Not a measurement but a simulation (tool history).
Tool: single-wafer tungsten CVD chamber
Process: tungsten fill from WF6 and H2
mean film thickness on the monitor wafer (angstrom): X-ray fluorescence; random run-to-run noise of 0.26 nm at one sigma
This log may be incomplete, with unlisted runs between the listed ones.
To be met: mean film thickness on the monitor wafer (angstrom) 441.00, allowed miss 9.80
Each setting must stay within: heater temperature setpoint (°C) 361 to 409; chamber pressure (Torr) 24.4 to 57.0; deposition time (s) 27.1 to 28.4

run	day	heater temperature setpoint (°C)	chamber pressure (Torr)	deposition time (s)	mean film thickness on the monitor wafer (angstrom)
1	0.000	385	40.7	28.4	738.79
2	0.062	385	40.7	27.1	704.56
3	0.175	394	40.7	27.1	870.40
4	0.408	385	40.4	27.1	702.65
5	0.775	379	40.2	27.1	612.84
6	0.925	383	40.2	27.1	671.27
7	1.071	377	40.0	27.1	580.61
8	1.425	373	39.9	27.1	523.55
9	1.475	364	39.6	27.1	419.48

Which single option among these 4 for the next run brings every result within its allowed miss of target? Just one does.
A	1.525	362	46.8	28.4	?
B	1.525	369	34.5	27.1	?
C	1.525	365	38.8	27.1	?
D	1.525	367	41.3	27.1	?

move	mean film thickness on the monitor wafer (angstrom)
A	459.18
B	444.67
C	428.88
D	465.63
A: takes the biggest miss from the last run beyond its target
B: in spec on every target
C: gains on the last run, yet a result remains outside its allowed miss
D: takes the biggest miss from the last run beyond its target
B meets every target.
